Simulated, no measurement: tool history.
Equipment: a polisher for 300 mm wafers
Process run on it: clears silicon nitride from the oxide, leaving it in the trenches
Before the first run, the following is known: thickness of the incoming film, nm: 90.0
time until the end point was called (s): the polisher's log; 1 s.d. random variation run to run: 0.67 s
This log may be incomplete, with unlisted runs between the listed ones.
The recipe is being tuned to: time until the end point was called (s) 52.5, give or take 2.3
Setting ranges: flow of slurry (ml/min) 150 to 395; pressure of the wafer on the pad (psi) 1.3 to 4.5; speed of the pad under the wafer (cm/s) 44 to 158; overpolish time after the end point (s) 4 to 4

run  hour  flow of slurry (ml/min)  pressure of the wafer on the pad (psi)  speed of the pad under the wafer (cm/s)  overpolish time after the end point (s)  time until the end point was called (s)
  1     0                      250                                     2.9                                      100                                        4                                    89.68
  2   1.8                      250                                     3.2                                      100                                        4                                   81.831
  3   7.1                      185                                     3.2                                      100                                        4                                   83.194
  4   9.6                      185                                     3.2                                      124                                        4                                   73.009
  5  10.6                      185                                     2.9                                      124                                        4                                   79.389
  6  16.4                      185                                     3.2                                      126                                        4                                   72.214
  7  17.3                      185                                     3.4                                      128                                        4                                   66.634
  8  18.4                      185                                     3.6                                      128                                        4                                    64.43
  9  23.9                      185                                     3.8                                      128                                        4                                   61.469
 10  29.2                      185                                     3.9                                      128                                        4                                   59.496
 11  36.7                      185                                       4                                      128                                        4                                   57.479
 12  38.2                      185                                     4.1                                      128                                        4                                   56.365
 13  40.1                      185                                     4.2                                      128                                        4                                   55.133

Exercise: of the 5 proposed moves below, exactly one satisfies all targets within the stated allowed misses. Which move is it?
  A    42                      150                                     4.1                                      118                                        4                                        ?
  B    42                      150                                     3.7                                      140                                        4                                        ?
  C    42                      150                                     4.1                                      128                                        4                                        ?
  D    42                      195                                     4.1                                      144                                        4                                        ?
  E    42                      190                                     4.2                                      116                                        4                                        ?

move  time until the end point was called (s)
   A                                   59.609
   B                                   58.399
   C                                    56.47
   D                                   50.874
   E                                   57.708
A: lands further from the targets than the last run did
B: lands further from the targets than the last run did
C: lands further from the targets than the last run did
D: all results land within tolerance of their targets
E: lands further from the targets than the last run did
Correct choice: D, which meets every target
